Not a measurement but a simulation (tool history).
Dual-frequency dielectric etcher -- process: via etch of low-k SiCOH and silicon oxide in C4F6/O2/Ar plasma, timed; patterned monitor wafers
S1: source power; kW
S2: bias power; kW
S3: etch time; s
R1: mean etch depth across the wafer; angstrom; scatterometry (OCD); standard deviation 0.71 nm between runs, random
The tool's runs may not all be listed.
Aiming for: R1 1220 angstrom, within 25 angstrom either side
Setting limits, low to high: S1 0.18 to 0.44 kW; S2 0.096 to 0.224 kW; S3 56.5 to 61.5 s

run  hour    S1     S2    S3      R1
  1     0  0.31   0.16  61.5  1514.4
  2   5.2  0.31   0.16  56.5  1387.8
  3   9.3  0.33   0.16  56.5  1440.2
  4  10.6  0.33   0.16  56.5    1439
       16  -- wet clean of the chamber
  5    16  0.37   0.16  56.5  1456.4
  6  24.6  0.37   0.16  61.5    1601
  7  32.1  0.34  0.147    61    1481
  8  32.9  0.31  0.139    61  1394.6
  9  36.2  0.29  0.136    61    1355
 10  43.3  0.23  0.125  60.5  1151.2
 11  51.8  0.24  0.125  60.5  1174.7

Pick the move, out of 4, that brings all results within their allowed miss; only one does.
  A  60.3  0.29  0.123    59   ?
  B  60.3  0.33  0.114  57.5   ?
  C  60.3  0.26  0.121  60.5   ?
  D  60.3  0.24  0.114    60   ?

move      R1
   A  1268.1
   B    1295
   C  1220.7
   D    1139
A: pushes the last run's worst result past its target
B: pushes the last run's worst result past its target
C: every result lands within tolerance
D: the biggest miss grows against the last run
The right move is C.
